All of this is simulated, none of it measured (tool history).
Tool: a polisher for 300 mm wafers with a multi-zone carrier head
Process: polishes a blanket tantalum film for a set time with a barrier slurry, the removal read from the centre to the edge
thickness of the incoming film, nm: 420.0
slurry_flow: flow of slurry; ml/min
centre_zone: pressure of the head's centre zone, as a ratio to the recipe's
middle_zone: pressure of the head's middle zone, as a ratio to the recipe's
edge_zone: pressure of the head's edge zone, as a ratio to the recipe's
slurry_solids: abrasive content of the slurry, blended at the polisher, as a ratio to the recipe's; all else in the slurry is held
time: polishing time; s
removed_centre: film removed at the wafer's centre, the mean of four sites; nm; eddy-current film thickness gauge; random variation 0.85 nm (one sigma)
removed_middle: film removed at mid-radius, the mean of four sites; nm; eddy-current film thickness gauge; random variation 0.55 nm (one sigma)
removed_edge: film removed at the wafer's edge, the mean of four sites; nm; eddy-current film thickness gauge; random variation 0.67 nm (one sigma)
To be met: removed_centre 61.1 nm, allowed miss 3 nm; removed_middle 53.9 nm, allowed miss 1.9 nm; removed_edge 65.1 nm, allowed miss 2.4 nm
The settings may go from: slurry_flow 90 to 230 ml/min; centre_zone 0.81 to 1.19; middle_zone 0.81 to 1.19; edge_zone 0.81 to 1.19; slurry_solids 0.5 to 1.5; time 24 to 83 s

run,hour,slurry_flow,centre_zone,middle_zone,edge_zone,slurry_solids,time,removed_centre,removed_middle,removed_edge
1,0,150,1,1,1,1,53,49.65,47.474,48.379
2,7.2,175,1,1,1,1,53,50.55,49.492,50.424
3,14.6,175,1,1,1,1,44,41.864,40.874,40.622
4,16.9,180,1,0.98,1.04,1.1,46,44.455,43.232,45.467
5,24.4,180,1,0.98,1.04,0.9,46,43.454,41.567,42.247
6,28.6,180,1,0.98,1.04,0.75,46,41.048,39.149,40.281
7,36.2,180,1.01,0.96,1.07,0.9,48,44.748,42.49,45.245
8,38.6,185,1.03,0.95,1.09,1.05,49,48.995,45.81,47.716
9,40.3,180,1.02,0.92,1.1,1.15,51,52.192,47.646,52.594
10,48.2,180,1.02,0.9,1.11,1.25,52,53.857,47.101,53.704
11,54.3,185,0.97,0.89,1.19,1.4,61,62.312,57.126,66.149
12,56.5,180,0.97,0.88,1.19,1.4,61,60.482,57.483,66.299
13,62.6,180,0.98,0.87,1.19,1.4,61,62.921,57.279,66.9
14,67.5,180,0.98,0.86,1.19,1.4,61,63.857,56.081,67.629
15,70.5,180,0.98,0.86,1.18,1.4,61,63.785,56.391,66.497

Which of these 5 next moves meets every target?
A,73.5,140,1.09,0.81,1.19,1.5,63,?,?,?
B,73.5,185,1,0.81,1.18,1.45,63,?,?,?
C,73.5,170,1.01,0.97,1.09,1.3,60,?,?,?
D,73.5,225,0.96,0.91,1.03,1.5,61,?,?,?
E,73.5,175,0.98,0.85,1.18,1.3,60,?,?,?

move,removed_centre,removed_middle,removed_edge
A,67.332,53.032,67.904
B,65.139,55.597,69.829
C,60.246,57.324,61.878
D,62.993,60.182,65.41
E,58.742,52.822,64.461
A: brings the result that was furthest off to its target, and leaves another outside
B: brings the result that was furthest off to its target, and leaves another outside
C: further off than the last run
D: further off than the last run
E: meets every target
The right move is E.
